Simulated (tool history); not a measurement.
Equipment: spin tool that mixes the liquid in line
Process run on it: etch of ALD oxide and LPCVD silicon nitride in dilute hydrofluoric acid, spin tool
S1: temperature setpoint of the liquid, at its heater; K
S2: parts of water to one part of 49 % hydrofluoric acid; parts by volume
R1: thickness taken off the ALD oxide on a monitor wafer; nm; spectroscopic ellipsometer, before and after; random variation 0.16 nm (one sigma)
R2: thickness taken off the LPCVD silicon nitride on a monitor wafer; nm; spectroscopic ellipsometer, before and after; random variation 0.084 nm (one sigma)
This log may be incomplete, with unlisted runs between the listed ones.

Run 1, hour 0: S1 297.15 K, S2 75 parts by volume, time under the liquid (s) 30. Result: R1 4.6359 nm, R2 0.18625 nm.
Run 2, hour 5.4: S1 300.65 K, S2 75 parts by volume, time under the liquid (s) 30. Result: R1 5.3585 nm, R2 0.29121 nm.
Run 3, hour 11.7: S1 304.15 K, S2 75 parts by volume, time under the liquid (s) 30. Result: R1 6.0591 nm, R2 0.36242 nm.
Run 4, hour 19.2: S1 303.65 K, S2 60 parts by volume, time under the liquid (s) 30. Result: R1 7.5743 nm, R2 0.48322 nm.
Run 5, hour 26.5: S1 305.15 K, S2 60 parts by volume, time under the liquid (s) 30. Result: R1 8.1165 nm, R2 0.35577 nm.
Run 6, hour 28.2: S1 305.15 K, S2 60 parts by volume, time under the liquid (s) 35. Result: R1 9.3037 nm, R2 0.45753 nm.
Run 7, hour 31.1: S1 305.15 K, S2 50 parts by volume, time under the liquid (s) 35. Result: R1 11.393 nm, R2 0.74273 nm.
Run 8, hour 36.4: S1 302.65 K, S2 25 parts by volume, time under the liquid (s) 40. Result: R1 25.106 nm, R2 1.3799 nm.
Run 9, hour 42.1: S1 300.65 K, S2 30 parts by volume, time under the liquid (s) 40. Result: R1 18.741 nm, R2 0.74345 nm.
Run 10, hour 45.4: S1 299.65 K, S2 30 parts by volume, time under the liquid (s) 40. Result: R1 18.062 nm, R2 0.70849 nm.
Run 11, hour 49.1: S1 299.15 K, S2 30 parts by volume, time under the liquid (s) 40. Result: R1 18.144 nm, R2 0.63347 nm.

Run 12 is up next; what results do you expect?
Run 12, hour 56.9: S1 298.65 K, S2 30 parts by volume, time under the liquid (s) 40. Result: R1 ?, R2 ?.

R1: 17.382 nm
R2: 0.64547 nm
